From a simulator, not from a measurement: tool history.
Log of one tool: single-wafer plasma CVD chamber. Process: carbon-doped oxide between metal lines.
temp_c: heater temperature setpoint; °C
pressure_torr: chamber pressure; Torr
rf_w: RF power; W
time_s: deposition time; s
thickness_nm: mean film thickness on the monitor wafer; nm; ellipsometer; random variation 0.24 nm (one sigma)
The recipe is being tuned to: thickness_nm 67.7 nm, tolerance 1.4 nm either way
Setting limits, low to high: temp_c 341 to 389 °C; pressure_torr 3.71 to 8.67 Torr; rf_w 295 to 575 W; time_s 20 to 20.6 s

| run | hour | temp_c | pressure_torr | rf_w | time_s | thickness_nm |
|---|---|---|---|---|---|---|
| 1 | 0 | 365 | 6.19 | 435 | 20 | 89.055 |
| 2 | 2.3 | 375 | 6.19 | 435 | 20 | 87.282 |
| 3 | 9.2 | 376 | 6.12 | 420 | 20 | 84.394 |
| 4 | 12.8 | 377 | 6.04 | 410 | 20 | 82.103 |
| 5 | 17.3 | 377 | 6.49 | 410 | 20 | 82.519 |
| 6 | 21.9 | 377 | 6.49 | 410 | 20.6 | 84.605 |
| 7 | 23.5 | 377 | 6.49 | 400 | 20.6 | 83.469 |
| 8 | 31.9 | 377 | 6.48 | 390 | 20.6 | 81.48 |
| 9 | 36.7 | 377 | 6.47 | 380 | 20.6 | 78.913 |
| 10 | 37.7 | 377 | 6.46 | 375 | 20.6 | 77.737 |
| 11 | 46.7 | 377 | 6.45 | 370 | 20.6 | 77.16 |
| 12 | 54 | 377 | 6.44 | 365 | 20.6 | 76.17 |

Next run, 4 choices. One meets every target within its allowed miss, the rest don't. Which?
| A | 61.3 | 371 | 5.94 | 315 | 20 | ? |
| B | 61.3 | 388 | 5.12 | 340 | 20.6 | ? |
| C | 61.3 | 376 | 6.6 | 375 | 20.6 | ? |
| D | 61.3 | 360 | 6.11 | 375 | 20.6 | ? |

| move | thickness_nm |
|---|---|
| A | 63.618 |
| B | 68.197 |
| C | 78.424 |
| D | 80.606 |
A: pushes the last run's worst result past its target
B: every result within its allowed miss
C: further off than the last run
D: further off than the last run
Correct choice: B, which meets every target
